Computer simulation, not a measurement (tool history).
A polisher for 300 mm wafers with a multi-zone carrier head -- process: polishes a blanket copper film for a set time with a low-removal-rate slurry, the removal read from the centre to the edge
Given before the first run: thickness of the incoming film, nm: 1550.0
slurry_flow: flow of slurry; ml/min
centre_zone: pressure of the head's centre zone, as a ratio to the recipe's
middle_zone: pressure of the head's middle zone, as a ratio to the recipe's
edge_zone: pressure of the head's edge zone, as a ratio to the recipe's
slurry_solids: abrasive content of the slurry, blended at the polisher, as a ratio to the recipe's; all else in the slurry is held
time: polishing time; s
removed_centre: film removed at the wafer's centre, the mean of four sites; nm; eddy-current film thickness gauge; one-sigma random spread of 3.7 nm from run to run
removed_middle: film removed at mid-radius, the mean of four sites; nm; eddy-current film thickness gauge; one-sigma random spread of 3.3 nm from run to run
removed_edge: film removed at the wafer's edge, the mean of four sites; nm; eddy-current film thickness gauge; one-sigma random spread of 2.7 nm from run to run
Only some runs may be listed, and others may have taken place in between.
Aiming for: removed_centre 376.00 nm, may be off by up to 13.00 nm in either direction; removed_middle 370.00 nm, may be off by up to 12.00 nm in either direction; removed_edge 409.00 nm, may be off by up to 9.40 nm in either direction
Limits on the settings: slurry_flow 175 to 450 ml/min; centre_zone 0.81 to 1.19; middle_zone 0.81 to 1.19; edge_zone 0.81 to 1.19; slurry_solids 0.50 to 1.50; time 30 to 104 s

{"run": 1, "hour": 0.0, "slurry_flow": 290, "centre_zone": 1.0, "middle_zone": 1.0, "edge_zone": 1.0, "slurry_solids": 1.0, "time": 67, "removed_centre": 319.69, "removed_middle": 319.12, "removed_edge": 317.13}
{"run": 2, "hour": 0.8, "slurry_flow": 295, "centre_zone": 1.0, "middle_zone": 1.0, "edge_zone": 1.03, "slurry_solids": 1.1, "time": 68, "removed_centre": 328.94, "removed_middle": 328.72, "removed_edge": 330.11}
{"run": 3, "hour": 8.9, "slurry_flow": 295, "centre_zone": 1.0, "middle_zone": 0.99, "edge_zone": 1.05, "slurry_solids": 1.15, "time": 69, "removed_centre": 337.87, "removed_middle": 334.96, "removed_edge": 342.69}
{"run": 4, "hour": 16.8, "slurry_flow": 300, "centre_zone": 1.0, "middle_zone": 0.99, "edge_zone": 1.07, "slurry_solids": 1.2, "time": 70, "removed_centre": 350.73, "removed_middle": 346.37, "removed_edge": 357.9}
{"run": 5, "hour": 22.2, "slurry_flow": 305, "centre_zone": 1.0, "middle_zone": 0.99, "edge_zone": 1.09, "slurry_solids": 1.25, "time": 70, "removed_centre": 351.4, "removed_middle": 349.35, "removed_edge": 357.61}
{"run": 6, "hour": 30.8, "slurry_flow": 305, "centre_zone": 1.06, "middle_zone": 0.99, "edge_zone": 1.09, "slurry_solids": 1.25, "time": 70, "removed_centre": 367.47, "removed_middle": 342.66, "removed_edge": 356.8}
{"run": 7, "hour": 36.8, "slurry_flow": 305, "centre_zone": 1.05, "middle_zone": 0.98, "edge_zone": 1.11, "slurry_solids": 1.3, "time": 70, "removed_centre": 373.06, "removed_middle": 347.75, "removed_edge": 367.92}
{"run": 8, "hour": 40.1, "slurry_flow": 305, "centre_zone": 1.04, "middle_zone": 0.98, "edge_zone": 1.12, "slurry_solids": 1.35, "time": 70, "removed_centre": 370.15, "removed_middle": 350.61, "removed_edge": 370.0}
{"run": 9, "hour": 48.4, "slurry_flow": 310, "centre_zone": 1.03, "middle_zone": 0.97, "edge_zone": 1.13, "slurry_solids": 1.4, "time": 70, "removed_centre": 368.07, "removed_middle": 351.16, "removed_edge": 372.93}
{"run": 10, "hour": 49.9, "slurry_flow": 310, "centre_zone": 1.02, "middle_zone": 0.97, "edge_zone": 1.14, "slurry_solids": 1.4, "time": 71, "removed_centre": 373.53, "removed_middle": 357.76, "removed_edge": 381.98}
{"run": 11, "hour": 51.7, "slurry_flow": 310, "centre_zone": 1.01, "middle_zone": 0.97, "edge_zone": 1.15, "slurry_solids": 1.4, "time": 71, "removed_centre": 359.56, "removed_middle": 356.54, "removed_edge": 385.6}

Below are 4 possible settings for the next run. Only one of them brings all results inside the allowed miss of their targets. Which is it?
{"run": "A", "hour": 53.5, "slurry_flow": 355, "centre_zone": 0.96, "middle_zone": 0.94, "edge_zone": 1.15, "slurry_solids": 1.2, "time": 78, "removed_centre": "?", "removed_middle": "?", "removed_edge": "?"}
{"run": "B", "hour": 53.5, "slurry_flow": 260, "centre_zone": 0.92, "middle_zone": 1.1, "edge_zone": 1.13, "slurry_solids": 1.45, "time": 73, "removed_centre": "?", "removed_middle": "?", "removed_edge": "?"}
{"run": "C", "hour": 53.5, "slurry_flow": 315, "centre_zone": 0.96, "middle_zone": 1.01, "edge_zone": 1.05, "slurry_solids": 1.4, "time": 79, "removed_centre": "?", "removed_middle": "?", "removed_edge": "?"}
{"run": "D", "hour": 53.5, "slurry_flow": 315, "centre_zone": 1.11, "middle_zone": 0.97, "edge_zone": 1.19, "slurry_solids": 1.45, "time": 74, "removed_centre": "?", "removed_middle": "?", "removed_edge": "?"}

move=A removed_centre=381.58 removed_middle=369.23 removed_edge=409.64
move=B removed_centre=351.62 removed_middle=402.28 removed_edge=388.11
move=C removed_centre=395.69 removed_middle=406.89 removed_edge=406.12
move=D removed_centre=419.03 removed_middle=370.74 removed_edge=408.64
A: each result inside its tolerance
B: further off than the last run
C: the worst result of the last run now meets its target, but another is out of spec
D: the worst result of the last run now meets its target, but another is out of spec
Correct choice: A, which meets every target

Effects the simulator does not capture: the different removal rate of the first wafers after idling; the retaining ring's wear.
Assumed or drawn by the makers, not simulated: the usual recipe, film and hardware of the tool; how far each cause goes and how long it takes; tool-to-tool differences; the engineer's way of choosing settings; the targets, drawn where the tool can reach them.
